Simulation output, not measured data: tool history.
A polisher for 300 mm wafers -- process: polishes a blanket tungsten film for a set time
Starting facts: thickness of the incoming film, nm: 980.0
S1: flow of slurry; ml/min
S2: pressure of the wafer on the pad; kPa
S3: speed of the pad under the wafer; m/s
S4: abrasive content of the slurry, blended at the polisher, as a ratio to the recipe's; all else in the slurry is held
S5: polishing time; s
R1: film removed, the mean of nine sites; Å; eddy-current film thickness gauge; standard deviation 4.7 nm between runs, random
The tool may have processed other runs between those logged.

{"run": 1, "day": 0.0, "S1": 205, "S2": 25.5, "S3": 1.32, "S4": 1.0, "S5": 74, "R1": 3767.9}
{"run": 2, "day": 0.225, "S1": 210, "S2": 27.6, "S3": 1.32, "S4": 1.0, "S5": 74, "R1": 4117.1}
{"run": 3, "day": 0.283, "S1": 215, "S2": 29.0, "S3": 1.32, "S4": 1.0, "S5": 74, "R1": 4330.8}
{"run": 4, "day": 0.542, "S1": 215, "S2": 30.3, "S3": 1.32, "S4": 1.0, "S5": 74, "R1": 4574.2}
{"run": 5, "day": 0.833, "S1": 180, "S2": 30.3, "S3": 1.32, "S4": 1.0, "S5": 74, "R1": 4480.1}
{"run": 6, "day": 1.162, "S1": 180, "S2": 30.3, "S3": 1.32, "S4": 1.05, "S5": 74, "R1": 4528.2}
{"run": 7, "day": 1.433, "S1": 185, "S2": 31.7, "S3": 1.32, "S4": 1.05, "S5": 74, "R1": 4825.8}

What will run 8 give?
{"run": 8, "day": 1.467, "S1": 225, "S2": 36.5, "S3": 1.32, "S4": 1.05, "S5": 74, "R1": "?"}

R1: 5587.9 Å

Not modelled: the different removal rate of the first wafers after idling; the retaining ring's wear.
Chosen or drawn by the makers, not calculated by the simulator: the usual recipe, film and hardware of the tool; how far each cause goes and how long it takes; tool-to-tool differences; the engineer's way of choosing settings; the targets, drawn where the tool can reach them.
